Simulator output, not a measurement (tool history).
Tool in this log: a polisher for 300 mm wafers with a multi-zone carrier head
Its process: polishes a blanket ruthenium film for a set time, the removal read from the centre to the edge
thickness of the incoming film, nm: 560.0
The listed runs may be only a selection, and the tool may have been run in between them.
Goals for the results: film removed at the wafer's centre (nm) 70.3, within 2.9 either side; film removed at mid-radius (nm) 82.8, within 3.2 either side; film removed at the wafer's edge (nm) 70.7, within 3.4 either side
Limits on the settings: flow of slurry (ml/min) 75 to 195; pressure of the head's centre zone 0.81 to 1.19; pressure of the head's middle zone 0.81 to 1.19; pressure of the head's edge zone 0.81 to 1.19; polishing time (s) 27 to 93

run,hour,flow of slurry (ml/min),pressure of the head's centre zone,pressure of the head's middle zone,pressure of the head's edge zone,polishing time (s),film removed at the wafer's centre (nm),film removed at mid-radius (nm),film removed at the wafer's edge (nm)
1,0,125,1,1,1,59,64.021,66,63.46
2,4.9,125,1,0.93,1,59,65.986,61.721,64.053
3,7.4,125,1,0.93,1,48,52.842,50.397,51.619
4,13,135,1.01,0.98,1.02,51,60.313,55.356,57.524
5,21.7,110,1.01,0.98,1.02,51,56.113,53.161,54.194
6,29.3,110,1.01,0.98,1.02,66,70.745,69.932,70.483
7,30.2,115,1,1,1,66,71.451,72.877,71.636
8,35.9,115,1,1,1,66,71.705,71.29,72.765
9,44,120,1,1.04,0.96,65,72,74.766,67.635

Below are 5 possible settings for the next run. Only one of them brings all results inside the allowed miss of their targets. Which is it?
A,52.1,150,1,0.92,0.97,63,?,?,?
B,52.1,125,0.94,1.15,1.01,59,?,?,?
C,52.1,90,0.91,1.19,1.01,76,?,?,?
D,52.1,140,0.89,1.07,0.88,68,?,?,?
E,52.1,120,0.88,1.1,0.85,64,?,?,?

move,film removed at the wafer's centre (nm),film removed at mid-radius (nm),film removed at the wafer's edge (nm)
A,72.813,66.654,68.107
B,61.728,72.742,63.178
C,70.207,88.972,76.927
D,69.243,80.706,69.466
E,62.16,75.313,62.891
A: further off than the last run
B: further off than the last run
C: the result that was furthest off in the last run now lies on the other side of its target
D: all results land within tolerance of their targets
E: further off than the last run
Correct choice: D, which meets every target
